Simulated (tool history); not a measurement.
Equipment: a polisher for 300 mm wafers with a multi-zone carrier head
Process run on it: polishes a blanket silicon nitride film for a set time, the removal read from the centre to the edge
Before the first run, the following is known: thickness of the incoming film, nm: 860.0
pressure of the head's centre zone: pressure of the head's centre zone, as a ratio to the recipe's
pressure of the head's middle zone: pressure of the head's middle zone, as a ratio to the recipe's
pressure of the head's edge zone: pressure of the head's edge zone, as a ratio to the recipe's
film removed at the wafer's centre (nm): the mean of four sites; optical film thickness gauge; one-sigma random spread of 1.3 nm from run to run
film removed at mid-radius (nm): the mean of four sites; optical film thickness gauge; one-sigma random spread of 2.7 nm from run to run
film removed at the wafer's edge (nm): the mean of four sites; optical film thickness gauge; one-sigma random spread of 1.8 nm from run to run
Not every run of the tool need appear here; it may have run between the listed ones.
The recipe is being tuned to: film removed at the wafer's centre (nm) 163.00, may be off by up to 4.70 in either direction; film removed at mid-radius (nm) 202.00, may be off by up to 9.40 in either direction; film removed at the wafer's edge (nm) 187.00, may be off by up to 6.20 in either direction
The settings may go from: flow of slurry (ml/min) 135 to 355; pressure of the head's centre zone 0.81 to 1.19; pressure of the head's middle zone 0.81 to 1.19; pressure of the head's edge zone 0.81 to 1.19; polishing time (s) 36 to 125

run  hour  flow of slurry (ml/min)  pressure of the head's centre zone  pressure of the head's middle zone  pressure of the head's edge zone  polishing time (s)  film removed at the wafer's centre (nm)  film removed at mid-radius (nm)  film removed at the wafer's edge (nm)
  1   0.0                      225                                1.00                                1.00                              1.00                  80                                   152.66                           153.63                                 152.01
  2   8.5                      225                                1.00                                1.06                              1.00                  80                                   150.54                           165.56                                 152.73
  3  16.7                      225                                1.00                                1.06                              1.00                  95                                   182.15                           189.59                                 180.11
  4  25.2                      220                                0.99                                1.07                              1.01                  95                                   177.94                           198.62                                 182.21
  5  26.7                      275                                0.99                                1.07                              1.01                  95                                   183.17                           205.58                                 179.50
  6  28.0                      275                                0.99                                1.07                              1.01                 115                                   222.08                           247.19                                 223.40
  7  30.2                      275                                0.97                                1.06                              1.00                 113                                   213.65                           241.60                                 213.69
  8  35.0                      270                                0.95                                1.05                              1.00                 112                                   211.55                           228.28                                 217.13
  9  41.7                      270                                0.93                                1.06                              1.00                 110                                   202.65                           226.62                                 207.18
 10  47.3                      265                                0.92                                1.07                              1.01                 109                                   198.68                           229.62                                 214.29
 11  56.0                      260                                0.91                                1.07                              1.00                 108                                   195.13                           224.43                                 204.74
 12  59.8                      255                                0.90                                1.07                              1.00                 107                                   191.77                           223.09                                 203.51
 13  65.6                      250                                0.89                                1.07                              1.00                 106                                   183.10                           216.06                                 202.13
 14  68.3                      245                                0.88                                1.07                              0.99                 106                                   183.34                           228.23                                 203.17
 15  71.9                      245                                0.87                                1.06                              0.99                 105                                   180.87                           214.88                                 198.49

Exactly one of the 4 candidate moves below puts every result within its allowed miss. Which one?
  A  75.5                      240                                1.01                                0.99                              0.97                 101                                        ?                                ?                                      ?
  B  75.5                      210                                0.81                                0.99                              1.16                 107                                        ?                                ?                                      ?
  C  75.5                      250                                0.81                                1.02                              0.94                 101                                        ?                                ?                                      ?
  D  75.5                      245                                0.95                                1.01                              1.16                 105                                        ?                                ?                                      ?

move  film removed at the wafer's centre (nm)  film removed at mid-radius (nm)  film removed at the wafer's edge (nm)
   A                                   194.99                           198.28                                 191.12
   B                                   171.49                           207.93                                 219.53
   C                                   164.44                           203.82                                 188.69
   D                                   193.37                           209.73                                 217.38
A: misses by more than the last run did
B: misses by more than the last run did
C: each result inside its tolerance
D: misses by more than the last run did
So the answer is move C, the one that meets all the targets.
